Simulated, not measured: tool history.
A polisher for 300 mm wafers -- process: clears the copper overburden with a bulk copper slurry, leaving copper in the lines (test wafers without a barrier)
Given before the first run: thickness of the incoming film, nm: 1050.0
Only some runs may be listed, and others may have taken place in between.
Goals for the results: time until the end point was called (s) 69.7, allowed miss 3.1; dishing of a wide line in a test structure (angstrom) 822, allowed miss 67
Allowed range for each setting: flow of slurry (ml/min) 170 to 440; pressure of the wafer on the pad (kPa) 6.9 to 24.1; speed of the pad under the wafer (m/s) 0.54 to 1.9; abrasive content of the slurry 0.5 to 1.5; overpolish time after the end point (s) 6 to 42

run  hour  flow of slurry (ml/min)  pressure of the wafer on the pad (kPa)  speed of the pad under the wafer (m/s)  abrasive content of the slurry  overpolish time after the end point (s)  time until the end point was called (s)  dishing of a wide line in a test structure (angstrom)
  1     0                      280                                    15.2                                    1.22                               1                                       21                                   112.23                                                 759.73
  2   8.6                      280                                    17.2                                    1.24                               1                                       17                                   96.765                                                 770.25
  3  14.9                      280                                    17.2                                    1.24                               1                                       26                                   96.608                                                 882.21
  4  16.1                      280                                    18.6                                    1.26                               1                                       21                                   88.225                                                    882
  5  17.3                      280                                    19.3                                    1.28                               1                                       16                                   83.961                                                 798.35
  6  21.8                      280                                    19.3                                    1.28                               1                                       10                                   83.535                                                 665.37
  7    24                      280                                      20                                    1.28                               1                                       11                                   83.213                                                 715.32
  8  25.5                      280                                    20.7                                    1.28                               1                                       11                                   78.423                                                 716.64
  9  34.1                      280                                    21.4                                    1.28                               1                                       12                                   75.588                                                 771.44
 10    41                      280                                    21.4                                    1.28                               1                                       12                                   77.428                                                 779.58
 11  46.2                      280                                    22.1                                    1.28                               1                                       12                                    73.75                                                 818.68

Below are 4 possible settings for the next run. Only one of them brings all results inside the allowed miss of their targets. Which is it?
  A  51.4                      285                                    22.1                                    1.36                             1.1                                       13                                        ?                                                      ?
  B  51.4                      265                                    22.8                                    1.16                             1.1                                       16                                        ?                                                      ?
  C  51.4                      230                                    22.1                                    1.26                            0.85                                       22                                        ?                                                      ?
  D  51.4                      360                                    24.1                                    1.22                             0.7                                       13                                        ?                                                      ?

move  time until the end point was called (s)  dishing of a wide line in a test structure (angstrom)
   A                                   68.363                                                 843.45
   B                                   77.849                                                 872.53
   C                                   78.919                                                 940.77
   D                                   74.856                                                 829.19
A: hits every target within its allowed miss
B: misses by more than the last run did
C: misses by more than the last run did
D: misses by more than the last run did
The right move is A.
